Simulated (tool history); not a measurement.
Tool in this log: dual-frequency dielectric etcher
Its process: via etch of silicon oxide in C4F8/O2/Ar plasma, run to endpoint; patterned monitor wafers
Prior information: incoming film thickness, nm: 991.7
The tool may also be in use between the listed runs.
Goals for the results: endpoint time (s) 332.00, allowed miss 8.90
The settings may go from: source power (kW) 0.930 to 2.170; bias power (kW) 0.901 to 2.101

run	hour	source power (kW)	bias power (kW)	endpoint time (s)
1	0.0	1.550	1.501	260.46
2	0.9	1.450	1.501	268.41
3	9.9	1.630	1.501	251.26
4	12.7	1.630	1.288	260.28
5	17.3	1.420	1.288	282.13
# hour 25.0: bias power generator calibrated
6	25.0	1.280	1.254	296.69
7	26.9	1.180	1.228	317.02
8	30.9	1.150	1.221	319.14

Of the 4 settings listed for the next run, only one would bring every result within its allowed miss of target. Which one?
A	34.9	1.270	1.041	?
B	34.9	1.160	1.083	?
C	34.9	1.220	1.322	?
D	34.9	1.360	0.984	?

move	endpoint time (s)
A	312.47
B	328.47
C	304.22
D	302.98
A: its largest miss is bigger than the last run's
B: hits every target within its allowed miss
C: its largest miss is bigger than the last run's
D: its largest miss is bigger than the last run's
Go with B: it meets all targets.
